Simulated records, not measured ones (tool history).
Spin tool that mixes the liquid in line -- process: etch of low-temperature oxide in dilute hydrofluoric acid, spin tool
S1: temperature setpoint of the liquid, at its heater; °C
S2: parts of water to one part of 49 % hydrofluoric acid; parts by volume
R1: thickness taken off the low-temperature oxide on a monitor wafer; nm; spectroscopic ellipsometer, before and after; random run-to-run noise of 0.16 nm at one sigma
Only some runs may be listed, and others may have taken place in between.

{"run": 1, "hour": 0.0, "S1": 20.0, "S2": 90, "time under the liquid (s)": 25, "R1": 6.7381}
{"run": 2, "hour": 6.1, "S1": 20.0, "S2": 75, "time under the liquid (s)": 25, "R1": 8.2117}
{"run": 3, "hour": 9.0, "S1": 22.5, "S2": 60, "time under the liquid (s)": 25, "R1": 11.807}
{"run": 4, "hour": 10.4, "S1": 21.0, "S2": 60, "time under the liquid (s)": 25, "R1": 11.155}
{"run": 5, "hour": 18.2, "S1": 21.0, "S2": 90, "time under the liquid (s)": 25, "R1": 7.0898}
{"run": 6, "hour": 19.8, "S1": 23.0, "S2": 75, "time under the liquid (s)": 25, "R1": 9.3046}
{"run": 7, "hour": 26.0, "S1": 24.5, "S2": 60, "time under the liquid (s)": 25, "R1": 12.661}
{"run": 8, "hour": 32.2, "S1": 28.0, "S2": 30, "time under the liquid (s)": 25, "R1": 30.347}
{"run": 9, "hour": 40.3, "S1": 26.5, "S2": 30, "time under the liquid (s)": 25, "R1": 28.771}

Estimate the outcome of run 10 from the log above:
{"run": 10, "hour": 48.4, "S1": 25.0, "S2": 30, "time under the liquid (s)": 25, "R1": "?"}

For run 10 the tool returned R1 26.8100 nm.

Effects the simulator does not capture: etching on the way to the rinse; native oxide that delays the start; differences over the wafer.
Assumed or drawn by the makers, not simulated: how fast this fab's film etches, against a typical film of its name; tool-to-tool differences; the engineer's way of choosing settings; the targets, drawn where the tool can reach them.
